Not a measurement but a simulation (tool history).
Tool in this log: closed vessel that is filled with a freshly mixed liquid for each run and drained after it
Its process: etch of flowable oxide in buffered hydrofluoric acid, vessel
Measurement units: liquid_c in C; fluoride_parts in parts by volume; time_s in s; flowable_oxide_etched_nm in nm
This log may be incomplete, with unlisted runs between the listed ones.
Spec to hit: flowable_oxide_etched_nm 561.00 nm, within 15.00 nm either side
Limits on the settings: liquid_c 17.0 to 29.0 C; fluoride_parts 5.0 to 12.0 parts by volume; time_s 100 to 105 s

Run 1, day 0.000: liquid_c 21.0 C, fluoride_parts 7.0 parts by volume, time_s 100 s. Result: flowable_oxide_etched_nm 463.93 nm.
Run 2, day 0.121: liquid_c 23.0 C, fluoride_parts 7.0 parts by volume, time_s 100 s. Result: flowable_oxide_etched_nm 516.55 nm.
Run 3, day 0.396: liquid_c 23.0 C, fluoride_parts 6.0 parts by volume, time_s 100 s. Result: flowable_oxide_etched_nm 588.14 nm.
Run 4, day 0.650: liquid_c 23.0 C, fluoride_parts 6.0 parts by volume, time_s 105 s. Result: flowable_oxide_etched_nm 610.28 nm.
Run 5, day 0.704: liquid_c 23.0 C, fluoride_parts 6.0 parts by volume, time_s 105 s. Result: flowable_oxide_etched_nm 609.26 nm.
Run 6, day 0.850: liquid_c 23.0 C, fluoride_parts 8.0 parts by volume, time_s 105 s. Result: flowable_oxide_etched_nm 472.47 nm.
Run 7, day 1.146: liquid_c 24.0 C, fluoride_parts 8.0 parts by volume, time_s 105 s. Result: flowable_oxide_etched_nm 490.80 nm.
Run 8, day 1.475: liquid_c 24.5 C, fluoride_parts 8.0 parts by volume, time_s 105 s. Result: flowable_oxide_etched_nm 516.62 nm.

Of the 5 settings listed for the next run, only one would bring every result within its allowed miss of target. Which one?
Run A, day 1.804: liquid_c 24.0 C, fluoride_parts 8.0 parts by volume, time_s 105 s. Result: flowable_oxide_etched_nm ?.
Run B, day 1.804: liquid_c 22.0 C, fluoride_parts 7.5 parts by volume, time_s 105 s. Result: flowable_oxide_etched_nm ?.
Run C, day 1.804: liquid_c 26.5 C, fluoride_parts 8.0 parts by volume, time_s 105 s. Result: flowable_oxide_etched_nm ?.
Run D, day 1.804: liquid_c 23.0 C, fluoride_parts 7.5 parts by volume, time_s 100 s. Result: flowable_oxide_etched_nm ?.
Run E, day 1.804: liquid_c 24.5 C, fluoride_parts 7.0 parts by volume, time_s 105 s. Result: flowable_oxide_etched_nm ?.

move  flowable_oxide_etched_nm
   A                    493.27
   B                    474.00
   C                    564.60
   D                    476.95
   E                    585.50
A: further off than the last run
B: further off than the last run
C: all results in spec
D: further off than the last run
E: pushes the last run's worst result past its target
Correct choice: C, which meets every target

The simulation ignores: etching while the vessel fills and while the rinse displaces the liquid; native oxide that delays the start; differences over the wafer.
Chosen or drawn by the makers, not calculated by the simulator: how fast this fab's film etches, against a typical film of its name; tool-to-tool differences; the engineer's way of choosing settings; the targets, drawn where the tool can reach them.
